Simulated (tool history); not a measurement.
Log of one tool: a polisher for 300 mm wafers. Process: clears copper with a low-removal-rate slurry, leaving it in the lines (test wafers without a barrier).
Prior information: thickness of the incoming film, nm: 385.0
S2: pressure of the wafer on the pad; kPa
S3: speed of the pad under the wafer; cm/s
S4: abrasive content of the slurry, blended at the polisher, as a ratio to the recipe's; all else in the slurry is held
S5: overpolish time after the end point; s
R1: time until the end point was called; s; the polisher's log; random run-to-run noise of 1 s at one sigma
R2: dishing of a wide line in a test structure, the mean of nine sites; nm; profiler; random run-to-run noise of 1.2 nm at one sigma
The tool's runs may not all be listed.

{"run": 1, "hour": 0.0, "flow of slurry (ml/min)": 170, "S2": 27.6, "S3": 90, "S4": 1.0, "S5": 8, "R1": 109.96, "R2": 19.087}
{"run": 2, "hour": 1.1, "flow of slurry (ml/min)": 135, "S2": 27.6, "S3": 90, "S4": 1.0, "S5": 8, "R1": 114.04, "R2": 18.769}
{"run": 3, "hour": 3.9, "flow of slurry (ml/min)": 135, "S2": 30.3, "S3": 94, "S4": 1.0, "S5": 9, "R1": 100.78, "R2": 23.077}
{"run": 4, "hour": 12.1, "flow of slurry (ml/min)": 135, "S2": 30.3, "S3": 94, "S4": 1.0, "S5": 10, "R1": 97.63, "R2": 25.896}
{"run": 5, "hour": 15.0, "flow of slurry (ml/min)": 165, "S2": 30.3, "S3": 94, "S4": 1.0, "S5": 10, "R1": 94.657, "R2": 26.58}
{"run": 6, "hour": 23.5, "flow of slurry (ml/min)": 165, "S2": 33.1, "S3": 94, "S4": 1.0, "S5": 11, "R1": 89.944, "R2": 30.681}

Run 7, settings as shown, results not yet in. Your forecast:
{"run": 7, "hour": 31.0, "flow of slurry (ml/min)": 165, "S2": 35.2, "S3": 98, "S4": 1.0, "S5": 11, "R1": "?", "R2": "?"}

R1: 79.535 s
R2: 33.923 nm

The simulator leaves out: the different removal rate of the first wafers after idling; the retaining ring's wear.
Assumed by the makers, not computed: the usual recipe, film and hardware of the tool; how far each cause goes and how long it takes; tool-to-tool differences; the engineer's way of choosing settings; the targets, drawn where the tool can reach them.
